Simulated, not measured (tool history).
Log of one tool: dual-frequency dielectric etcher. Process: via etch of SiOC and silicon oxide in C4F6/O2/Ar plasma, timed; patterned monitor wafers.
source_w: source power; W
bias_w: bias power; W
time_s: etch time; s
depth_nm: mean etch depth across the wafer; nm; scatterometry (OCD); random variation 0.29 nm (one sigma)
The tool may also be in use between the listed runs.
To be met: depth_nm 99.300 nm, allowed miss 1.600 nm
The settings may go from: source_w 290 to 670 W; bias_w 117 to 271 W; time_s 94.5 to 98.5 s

run,hour,source_w,bias_w,time_s,depth_nm
1,0.0,480,194,94.5,113.070
2,5.7,520,194,94.5,115.800
3,10.2,520,208,94.5,119.590
4,15.3,550,208,94.5,121.640
5,23.3,550,208,94.5,121.060
6,31.3,550,182,94.5,115.930
7,39.0,550,182,94.5,116.090
8,46.8,520,180,94.5,113.470
9,52.3,420,167,94.5,102.020

4 next moves are on the table. One of them brings every result within its allowed miss. Which?
A,57.8,370,179,97.5,?
B,57.8,400,172,98.0,?
C,57.8,450,141,94.5,?
D,57.8,470,155,97.0,?

move,depth_nm
A,103.100
B,105.110
C,98.922
D,106.510
A: further off than the last run
B: further off than the last run
C: meets every target
D: further off than the last run
Answer: C
